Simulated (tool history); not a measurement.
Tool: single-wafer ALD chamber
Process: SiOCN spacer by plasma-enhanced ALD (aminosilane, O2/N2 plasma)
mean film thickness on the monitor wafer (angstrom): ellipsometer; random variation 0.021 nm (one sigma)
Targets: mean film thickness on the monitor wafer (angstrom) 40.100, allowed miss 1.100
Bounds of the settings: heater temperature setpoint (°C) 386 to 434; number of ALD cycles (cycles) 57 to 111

run,hour,heater temperature setpoint (°C),number of ALD cycles (cycles),mean film thickness on the monitor wafer (angstrom)
1,0.0,410,84,52.543
2,0.7,412,78,48.502
3,7.0,414,74,45.524
4,15.3,416,72,44.120
5,23.3,408,72,45.764
6,25.3,408,79,50.112
7,31.4,413,76,47.545
8,33.1,415,72,43.985
9,38.4,418,71,42.984

4 next moves are on the table. One of them brings every result within its allowed miss. Which?
A,43.7,414,74,?
B,43.7,419,69,?
C,43.7,417,73,?
D,43.7,422,66,?

move,mean film thickness on the monitor wafer (angstrom)
A,45.524
B,41.712
C,44.441
D,39.476
A: further off than the last run
B: nearer than the last run, and not there yet
C: further off than the last run
D: meets every target
Move D is the one to make.
